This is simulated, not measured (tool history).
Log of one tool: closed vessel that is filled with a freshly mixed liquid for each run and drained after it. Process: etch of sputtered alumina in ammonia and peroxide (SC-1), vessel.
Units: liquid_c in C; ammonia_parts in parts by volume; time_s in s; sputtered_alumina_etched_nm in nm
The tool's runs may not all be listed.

{"run": 1, "hour": 0.0, "liquid_c": 54.0, "ammonia_parts": 0.75, "time_s": 360, "sputtered_alumina_etched_nm": 19.867}
{"run": 2, "hour": 8.1, "liquid_c": 55.5, "ammonia_parts": 0.75, "time_s": 360, "sputtered_alumina_etched_nm": 21.67}
{"run": 3, "hour": 15.0, "liquid_c": 56.5, "ammonia_parts": 0.75, "time_s": 360, "sputtered_alumina_etched_nm": 22.675}
{"run": 4, "hour": 23.0, "liquid_c": 57.5, "ammonia_parts": 0.75, "time_s": 360, "sputtered_alumina_etched_nm": 23.83}
{"run": 5, "hour": 32.0, "liquid_c": 58.5, "ammonia_parts": 0.75, "time_s": 360, "sputtered_alumina_etched_nm": 25.186}
{"run": 6, "hour": 34.4, "liquid_c": 59.0, "ammonia_parts": 0.75, "time_s": 360, "sputtered_alumina_etched_nm": 25.764}
{"run": 7, "hour": 43.4, "liquid_c": 59.5, "ammonia_parts": 0.75, "time_s": 360, "sputtered_alumina_etched_nm": 26.556}

Forecast run 8:
{"run": 8, "hour": 48.7, "liquid_c": 60.0, "ammonia_parts": 0.75, "time_s": 360, "sputtered_alumina_etched_nm": "?"}

sputtered_alumina_etched_nm: 27.226 nm

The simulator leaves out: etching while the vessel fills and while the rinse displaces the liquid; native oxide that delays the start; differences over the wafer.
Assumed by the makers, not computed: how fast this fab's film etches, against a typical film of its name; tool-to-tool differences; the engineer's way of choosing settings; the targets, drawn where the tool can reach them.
